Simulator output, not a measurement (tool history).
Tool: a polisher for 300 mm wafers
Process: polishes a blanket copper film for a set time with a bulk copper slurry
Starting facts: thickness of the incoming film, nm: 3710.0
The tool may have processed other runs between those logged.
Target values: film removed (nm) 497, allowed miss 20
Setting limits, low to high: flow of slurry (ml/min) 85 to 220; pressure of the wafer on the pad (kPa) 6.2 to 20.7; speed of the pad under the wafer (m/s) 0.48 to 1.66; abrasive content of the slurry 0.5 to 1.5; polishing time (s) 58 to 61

run	hour	flow of slurry (ml/min)	pressure of the wafer on the pad (kPa)	speed of the pad under the wafer (m/s)	abrasive content of the slurry	polishing time (s)	film removed (nm)
1	0	140	13.1	1.06	1	58	334.95
2	8.6	140	13.1	1.18	1	58	366.18
3	11.1	140	11.7	1.18	1	58	328.97
4	14.2	140	11.7	0.98	1	58	279.29
5	21.2	140	11.7	0.86	1	58	246.68
6	25.5	140	11.7	0.86	1	61	254.56
7	28.9	145	13.1	0.86	1	61	284.86
8	37.7	165	17.2	0.9	1	61	408.8
9	44.7	165	17.9	0.9	1	61	419.31
10	52.6	165	18.6	0.9	1	61	432.01
11	54.8	170	18.6	0.9	1	61	443.83
12	62	200	19.3	0.9	1	61	463.27

Pick the move, out of 5, that brings all results within their allowed miss; only one does.
A	69.2	180	20	0.82	1.2	59	?
B	69.2	165	18.6	0.94	1	61	?
C	69.2	220	17.9	0.98	0.95	58	?
D	69.2	135	20.7	0.98	0.85	61	?
E	69.2	190	20.7	0.98	0.95	61	?

move	film removed (nm)
A	440.12
B	457.74
C	450.15
D	493.12
E	534.04
A: lands further from the targets than the last run did
B: lands further from the targets than the last run did
C: lands further from the targets than the last run did
D: every result lands within tolerance
E: takes the biggest miss from the last run beyond its target
The move that meets every target is D.

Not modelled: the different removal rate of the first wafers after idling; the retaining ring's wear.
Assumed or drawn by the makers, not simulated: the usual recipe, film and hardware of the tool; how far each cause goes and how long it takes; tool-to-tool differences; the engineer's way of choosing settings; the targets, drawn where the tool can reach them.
